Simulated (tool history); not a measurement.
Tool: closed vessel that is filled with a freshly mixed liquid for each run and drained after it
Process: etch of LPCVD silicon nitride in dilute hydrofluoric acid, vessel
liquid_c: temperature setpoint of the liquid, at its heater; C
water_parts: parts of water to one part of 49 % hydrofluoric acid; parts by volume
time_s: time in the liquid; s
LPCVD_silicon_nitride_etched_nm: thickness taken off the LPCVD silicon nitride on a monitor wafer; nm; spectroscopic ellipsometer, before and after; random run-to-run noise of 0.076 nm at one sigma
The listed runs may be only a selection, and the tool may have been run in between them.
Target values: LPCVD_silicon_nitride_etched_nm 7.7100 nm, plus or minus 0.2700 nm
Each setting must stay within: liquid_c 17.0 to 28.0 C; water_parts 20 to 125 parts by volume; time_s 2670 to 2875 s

run	day	liquid_c	water_parts	time_s	LPCVD_silicon_nitride_etched_nm
1	0.000	20.0	70	2670	14.6700
2	0.242	20.0	50	2670	20.4920
3	0.342	20.0	35	2670	29.2390
4	0.542	19.5	40	2670	24.6060
5	0.683	19.0	45	2670	21.4320
6	0.779	19.0	45	2670	21.2790
7	0.983	19.0	50	2670	19.1720
8	1.354	19.0	55	2670	17.3680
9	1.483	19.0	60	2670	16.0070
10	1.562	17.0	90	2670	9.4487
11	1.679	17.0	100	2670	8.6214

Which of these 5 next moves meets every target?
A	1.796	17.5	110	2810	?
B	1.796	17.0	105	2770	?
C	1.796	17.0	125	2780	?
D	1.796	18.5	125	2745	?
E	1.796	17.0	120	2690	?

move	LPCVD_silicon_nitride_etched_nm
A	8.3872
B	8.3536
C	7.0830
D	7.7532
E	7.1295
A: moves toward the targets from the last run without getting all of them in spec
B: moves toward the targets from the last run without getting all of them in spec
C: carries the result that was furthest off beyond its target, to the other side
D: every result within its allowed miss
E: carries the result that was furthest off beyond its target, to the other side
D is the move that brings every result within its allowed miss.
